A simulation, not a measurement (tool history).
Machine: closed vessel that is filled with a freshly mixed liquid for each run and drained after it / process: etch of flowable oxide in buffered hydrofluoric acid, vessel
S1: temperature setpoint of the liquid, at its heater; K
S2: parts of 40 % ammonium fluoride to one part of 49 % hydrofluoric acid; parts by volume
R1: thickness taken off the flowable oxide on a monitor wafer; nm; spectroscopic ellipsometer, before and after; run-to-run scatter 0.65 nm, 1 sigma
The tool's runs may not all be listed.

run 1 hour=0.0 | S1=295.15 S2=17.5 time_in_the_liquid_(s)=95 | R1=191.61
run 2 hour=7.1 | S1=294.15 S2=17.5 time_in_the_liquid_(s)=95 | R1=180.93
run 3 hour=12.6 | S1=292.15 S2=17.5 time_in_the_liquid_(s)=95 | R1=160.97
run 4 hour=21.7 | S1=291.65 S2=17.5 time_in_the_liquid_(s)=95 | R1=156.70
run 5 hour=28.0 | S1=291.65 S2=17.5 time_in_the_liquid_(s)=100 | R1=164.41
run 6 hour=35.8 | S1=291.65 S2=13.0 time_in_the_liquid_(s)=100 | R1=219.53
run 7 hour=44.7 | S1=291.15 S2=14.0 time_in_the_liquid_(s)=100 | R1=198.65
run 8 hour=47.8 | S1=291.15 S2=15.0 time_in_the_liquid_(s)=100 | R1=187.64
-- hour=50.4 thermometer replaced
run 9 hour=50.4 | S1=291.15 S2=15.5 time_in_the_liquid_(s)=100 | R1=193.52
run 10 hour=57.7 | S1=291.15 S2=16.5 time_in_the_liquid_(s)=100 | R1=181.97

For run 11, what comes out?
run 11 hour=58.8 | S1=291.15 S2=17.5 time_in_the_liquid_(s)=100 | R1=?

R1: 171.80 nm

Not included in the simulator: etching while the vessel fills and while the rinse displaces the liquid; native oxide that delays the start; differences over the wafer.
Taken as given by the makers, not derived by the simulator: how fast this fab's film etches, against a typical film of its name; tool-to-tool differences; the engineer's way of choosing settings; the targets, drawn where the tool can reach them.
